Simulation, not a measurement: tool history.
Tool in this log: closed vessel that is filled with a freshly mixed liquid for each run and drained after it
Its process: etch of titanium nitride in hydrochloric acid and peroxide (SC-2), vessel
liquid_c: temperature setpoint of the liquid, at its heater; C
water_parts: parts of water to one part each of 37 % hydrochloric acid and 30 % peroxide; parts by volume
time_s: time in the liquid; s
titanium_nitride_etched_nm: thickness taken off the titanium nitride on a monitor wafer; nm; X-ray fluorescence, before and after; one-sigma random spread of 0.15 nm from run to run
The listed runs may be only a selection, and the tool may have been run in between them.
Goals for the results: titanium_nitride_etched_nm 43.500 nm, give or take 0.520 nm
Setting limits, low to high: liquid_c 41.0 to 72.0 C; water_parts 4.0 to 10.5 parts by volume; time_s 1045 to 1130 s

run 1 hour=0.0 | liquid_c=57.0 water_parts=5.5 time_s=1045 | titanium_nitride_etched_nm=64.968
run 2 hour=8.6 | liquid_c=60.5 water_parts=5.5 time_s=1045 | titanium_nitride_etched_nm=81.177
run 3 hour=10.3 | liquid_c=59.0 water_parts=5.5 time_s=1045 | titanium_nitride_etched_nm=73.838
run 4 hour=12.6 | liquid_c=58.0 water_parts=5.5 time_s=1045 | titanium_nitride_etched_nm=69.318
run 5 hour=15.2 | liquid_c=58.0 water_parts=5.5 time_s=1130 | titanium_nitride_etched_nm=75.014
run 6 hour=18.3 | liquid_c=58.0 water_parts=4.5 time_s=1130 | titanium_nitride_etched_nm=86.328
run 7 hour=20.2 | liquid_c=56.5 water_parts=4.5 time_s=1130 | titanium_nitride_etched_nm=78.858
run 8 hour=25.9 | liquid_c=55.0 water_parts=4.5 time_s=1130 | titanium_nitride_etched_nm=71.572
run 9 hour=34.7 | liquid_c=54.0 water_parts=4.5 time_s=1130 | titanium_nitride_etched_nm=67.046
run 10 hour=36.5 | liquid_c=53.0 water_parts=4.5 time_s=1130 | titanium_nitride_etched_nm=62.584
run 11 hour=43.0 | liquid_c=52.0 water_parts=4.5 time_s=1130 | titanium_nitride_etched_nm=58.171
run 12 hour=47.2 | liquid_c=51.5 water_parts=4.5 time_s=1130 | titanium_nitride_etched_nm=56.943
run 13 hour=49.3 | liquid_c=51.0 water_parts=4.5 time_s=1130 | titanium_nitride_etched_nm=54.744
run 14 hour=57.8 | liquid_c=46.5 water_parts=4.5 time_s=1130 | titanium_nitride_etched_nm=40.646

Next run, 5 choices. One meets every target within its allowed miss, the rest don't. Which?
run A hour=66.3 | liquid_c=48.0 water_parts=4.5 time_s=1130 | titanium_nitride_etched_nm=?
run B hour=66.3 | liquid_c=49.5 water_parts=6.5 time_s=1075 | titanium_nitride_etched_nm=?
run C hour=66.3 | liquid_c=49.0 water_parts=5.0 time_s=1130 | titanium_nitride_etched_nm=?
run D hour=66.3 | liquid_c=46.0 water_parts=4.0 time_s=1130 | titanium_nitride_etched_nm=?
run E hour=66.3 | liquid_c=47.5 water_parts=4.5 time_s=1130 | titanium_nitride_etched_nm=?

move=A titanium_nitride_etched_nm=44.772
move=B titanium_nitride_etched_nm=36.025
move=C titanium_nitride_etched_nm=44.468
move=D titanium_nitride_etched_nm=42.341
move=E titanium_nitride_etched_nm=43.284
A: carries the result that was furthest off beyond its target, to the other side
B: further off than the last run
C: carries the result that was furthest off beyond its target, to the other side
D: an improvement on the last run, though not all results are within tolerance
E: in spec on every target
The move that meets every target is E.
